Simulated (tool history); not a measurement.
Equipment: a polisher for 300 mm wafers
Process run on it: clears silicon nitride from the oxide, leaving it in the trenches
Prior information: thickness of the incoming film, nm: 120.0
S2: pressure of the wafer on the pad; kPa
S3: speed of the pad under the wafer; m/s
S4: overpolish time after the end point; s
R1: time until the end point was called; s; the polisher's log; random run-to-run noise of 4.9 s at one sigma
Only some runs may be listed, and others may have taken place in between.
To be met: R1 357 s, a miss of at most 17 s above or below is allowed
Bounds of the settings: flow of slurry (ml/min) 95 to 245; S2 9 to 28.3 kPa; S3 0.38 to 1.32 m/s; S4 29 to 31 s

run 1 hour=0 | flow_of_slurry_(ml/min)=155 S2=18.6 S3=0.84 S4=29 | R1=199.47
run 2 hour=5.9 | flow_of_slurry_(ml/min)=155 S2=18.6 S3=0.68 S4=29 | R1=228.55
run 3 hour=12.8 | flow_of_slurry_(ml/min)=155 S2=18.6 S3=0.82 S4=29 | R1=206.42
run 4 hour=17 | flow_of_slurry_(ml/min)=155 S2=16.5 S3=0.82 S4=29 | R1=229.34
run 5 hour=19.3 | flow_of_slurry_(ml/min)=155 S2=15.2 S3=0.82 S4=29 | R1=244.89
run 6 hour=24.8 | flow_of_slurry_(ml/min)=155 S2=13.8 S3=0.82 S4=29 | R1=269.17
run 7 hour=25.5 | flow_of_slurry_(ml/min)=155 S2=13.1 S3=0.82 S4=29 | R1=280.68
run 8 hour=34.4 | flow_of_slurry_(ml/min)=155 S2=12.4 S3=0.82 S4=29 | R1=300.89

4 next moves are on the table. One of them brings every result within its allowed miss. Which?
run A hour=43.3 | flow_of_slurry_(ml/min)=155 S2=9.7 S3=0.96 S4=31 | R1=?
run B hour=43.3 | flow_of_slurry_(ml/min)=160 S2=12.4 S3=0.72 S4=31 | R1=?
run C hour=43.3 | flow_of_slurry_(ml/min)=165 S2=11 S3=0.82 S4=29 | R1=?
run D hour=43.3 | flow_of_slurry_(ml/min)=170 S2=11 S3=0.74 S4=31 | R1=?

move=A R1=331.06
move=B R1=327.61
move=C R1=328.46
move=D R1=354.9
A: nearer the targets than the last run, but a result is still out of spec
B: nearer the targets than the last run, but a result is still out of spec
C: nearer the targets than the last run, but a result is still out of spec
D: every result within its allowed miss
Move D is the one to make.

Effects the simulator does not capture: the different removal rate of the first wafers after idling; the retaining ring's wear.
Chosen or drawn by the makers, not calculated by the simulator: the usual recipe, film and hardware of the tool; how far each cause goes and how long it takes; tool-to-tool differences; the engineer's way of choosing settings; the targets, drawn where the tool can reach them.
